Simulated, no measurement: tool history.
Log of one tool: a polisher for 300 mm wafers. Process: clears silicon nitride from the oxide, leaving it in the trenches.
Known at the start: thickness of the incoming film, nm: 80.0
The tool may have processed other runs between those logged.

run    day  flow of slurry (ml/min)  pressure of the wafer on the pad (psi)  speed of the pad under the wafer (cm/s)  overpolish time after the end point (s)  time until the end point was called (s)
  1      0                      210                                     3.4                                       86                                        7                                   97.895
  2  0.067                      170                                     3.4                                       86                                        7                                     99.8
  3  0.233                      140                                     3.4                                       86                                        7                                    104.2
  4  0.508                      170                                     3.4                                       86                                        7                                   101.79
  5  0.725                      170                                     3.2                                       86                                        7                                   105.94
  6  0.983                      170                                     3.6                                       86                                        7                                   96.756

Expected results for the next run?
  7  1.258                      170                                     3.4                                       86                                        7                                        ?

{"run 7": {"time until the end point was called (s)": 99.888}}
